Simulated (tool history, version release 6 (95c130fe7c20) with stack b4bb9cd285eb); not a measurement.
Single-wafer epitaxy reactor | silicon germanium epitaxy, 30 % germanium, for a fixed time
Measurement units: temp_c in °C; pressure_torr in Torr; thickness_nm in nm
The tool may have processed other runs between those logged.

run	day	temp_c	pressure_torr	thickness_nm
1	0	625	16.9	82.073
2	0.25	630	16.9	90.598
3	0.608	637	16.9	103.65
4	0.704	634	16.8	98.135
5	0.871	631	16.7	91.92
6	1.05	629	16.6	88.811
7	1.233	627	16.5	85.008

Run 8, settings as shown, results not yet in. Your forecast:
8	1.321	626	16.5	?

{"run 8": {"thickness_nm": 83.655}}
